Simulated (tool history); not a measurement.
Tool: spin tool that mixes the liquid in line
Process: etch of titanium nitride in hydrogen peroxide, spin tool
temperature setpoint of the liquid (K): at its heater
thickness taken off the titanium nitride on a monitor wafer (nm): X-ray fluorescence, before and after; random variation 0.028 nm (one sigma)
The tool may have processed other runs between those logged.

run	hour	temperature setpoint of the liquid (K)	concentration of hydrogen peroxide in the mixed liquid (% by weight)	time under the liquid (s)	thickness taken off the titanium nitride on a monitor wafer (nm)
1	0	324.15	21	290	8.5286
2	7.5	327.15	21	290	10.324
3	13.2	323.15	21	290	7.955
4	15.7	320.15	21	290	6.3621
5	20.3	320.15	21	290	6.4318
6	24.8	317.65	21	290	5.2679
7	27.6	310.15	20.5	290	2.965

Estimate the outcome of run 8 from the log above:
8	31.4	310.65	20.5	290	?

Logged for run 8: thickness taken off the titanium nitride on a monitor wafer (nm) 3.0608.

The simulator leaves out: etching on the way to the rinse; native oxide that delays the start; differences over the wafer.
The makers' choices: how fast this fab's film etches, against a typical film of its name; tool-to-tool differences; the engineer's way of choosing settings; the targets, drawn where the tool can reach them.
